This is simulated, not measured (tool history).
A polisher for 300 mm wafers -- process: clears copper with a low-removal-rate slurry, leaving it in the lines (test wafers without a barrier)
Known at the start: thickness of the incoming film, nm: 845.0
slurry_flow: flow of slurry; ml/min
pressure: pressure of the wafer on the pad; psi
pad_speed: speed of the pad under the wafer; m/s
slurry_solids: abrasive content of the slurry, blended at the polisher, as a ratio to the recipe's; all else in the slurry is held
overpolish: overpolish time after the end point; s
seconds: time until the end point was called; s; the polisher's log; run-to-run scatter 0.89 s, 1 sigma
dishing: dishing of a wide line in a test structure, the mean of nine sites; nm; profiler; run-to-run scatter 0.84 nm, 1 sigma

{"run": 1, "hour": 0.0, "slurry_flow": 170, "pressure": 3.8, "pad_speed": 1.36, "slurry_solids": 1, "overpolish": 26, "seconds": 143.72, "dishing": 49.967}
{"run": 2, "hour": 5.3, "slurry_flow": 175, "pressure": 4.2, "pad_speed": 1.36, "slurry_solids": 1, "overpolish": 24, "seconds": 128.83, "dishing": 50.623}
{"run": 3, "hour": 13.7, "slurry_flow": 175, "pressure": 4.2, "pad_speed": 1.36, "slurry_solids": 0.85, "overpolish": 24, "seconds": 135.08, "dishing": 50.964}
{"run": 4, "hour": 19.5, "slurry_flow": 175, "pressure": 4.2, "pad_speed": 1.36, "slurry_solids": 0.85, "overpolish": 29, "seconds": 136.74, "dishing": 52.39}
{"run": 5, "hour": 23.8, "slurry_flow": 175, "pressure": 4.2, "pad_speed": 1.36, "slurry_solids": 0.85, "overpolish": 20, "seconds": 137.89, "dishing": 47.216}
{"run": 6, "hour": 29.8, "slurry_flow": 180, "pressure": 4.6, "pad_speed": 1.36, "slurry_solids": 0.85, "overpolish": 20, "seconds": 121.47, "dishing": 48.763}
{"run": 7, "hour": 30.7, "slurry_flow": 185, "pressure": 4.8, "pad_speed": 1.36, "slurry_solids": 0.85, "overpolish": 21, "seconds": 118.31, "dishing": 50.45}
{"run": 8, "hour": 39.6, "slurry_flow": 185, "pressure": 5, "pad_speed": 1.38, "slurry_solids": 0.85, "overpolish": 21, "seconds": 112.9, "dishing": 52.326}

Run 9 has not been measured yet. What should we expect?
{"run": 9, "hour": 45.2, "slurry_flow": 185, "pressure": 5.2, "pad_speed": 1.4, "slurry_solids": 0.85, "overpolish": 20, "seconds": "?", "dishing": "?"}

{"run 9": {"seconds": 106.86, "dishing": 51.566}}
